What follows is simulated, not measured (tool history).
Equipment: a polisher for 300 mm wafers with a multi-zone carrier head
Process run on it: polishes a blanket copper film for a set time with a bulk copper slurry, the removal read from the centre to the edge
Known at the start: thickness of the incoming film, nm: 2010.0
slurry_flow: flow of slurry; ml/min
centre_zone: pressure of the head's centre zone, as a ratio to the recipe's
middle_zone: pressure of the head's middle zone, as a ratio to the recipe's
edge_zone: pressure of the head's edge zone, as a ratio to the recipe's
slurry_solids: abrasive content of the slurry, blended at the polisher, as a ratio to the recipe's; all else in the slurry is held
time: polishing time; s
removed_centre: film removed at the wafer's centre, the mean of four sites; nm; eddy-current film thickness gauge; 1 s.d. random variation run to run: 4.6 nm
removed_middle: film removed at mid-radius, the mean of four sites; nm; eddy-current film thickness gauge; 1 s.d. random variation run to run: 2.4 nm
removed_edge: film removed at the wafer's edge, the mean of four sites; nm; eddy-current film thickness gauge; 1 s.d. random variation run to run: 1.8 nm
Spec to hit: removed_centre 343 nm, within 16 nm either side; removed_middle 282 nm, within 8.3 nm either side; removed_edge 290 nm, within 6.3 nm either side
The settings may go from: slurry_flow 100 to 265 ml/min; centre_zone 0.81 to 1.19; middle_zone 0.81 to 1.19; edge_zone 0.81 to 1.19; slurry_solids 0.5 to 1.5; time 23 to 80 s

run    day  slurry_flow  centre_zone  middle_zone  edge_zone  slurry_solids  time  removed_centre  removed_middle  removed_edge
  1      0          170            1            1          1              1    51          429.84          420.26        439.97
  2  0.329          165         1.01         0.99       0.98           0.95    50          422.78          418.49        420.96
  3  0.425          205         1.01         0.99       0.98           0.95    50          437.17          428.57         429.3
  4  0.604          180         1.01         0.99       0.98           0.95    50          437.57          420.58        427.57
  5   0.65          175         1.01         0.97       0.97            0.9    48          408.68          385.49        401.07
  6  0.929          175         1.01         0.97       0.97            0.9    59          501.64          468.68        494.72
  7  1.254          145          1.1         0.89       0.87           0.65    45          386.16          302.72        333.68
  8  1.475          145          1.1          0.9       0.86           0.65    45          389.54          314.52        330.38
  9  1.767          145          1.1          0.9       0.85           0.65    45           375.6          311.12        328.52
 10  1.938          135         1.12          0.9       0.83           0.55    43          349.24           284.7        299.57

Below are 4 possible settings for the next run. Only one of them brings all results inside the allowed miss of their targets. Which is it?
  A  2.108          135         1.19         0.81       0.88           0.55    43               ?               ?             ?
  B  2.108          170         1.12         0.92       0.86           0.65    39               ?               ?             ?
  C  2.108          100         1.13         0.94       0.81            0.5    42               ?               ?             ?
  D  2.108          110         1.05         0.87       0.84            0.5    44               ?               ?             ?

move  removed_centre  removed_middle  removed_edge
   A          375.21          257.89        304.08
   B          346.67          279.54        289.74
   C          313.35          259.31        267.67
   D          314.69          262.09        290.14
A: misses by more than the last run did
B: each result inside its tolerance
C: moves the result that the last run missed by most past its target, out the other side
D: the furthest-off result lands on target, but another misses its tolerance
The move that meets every target is B.
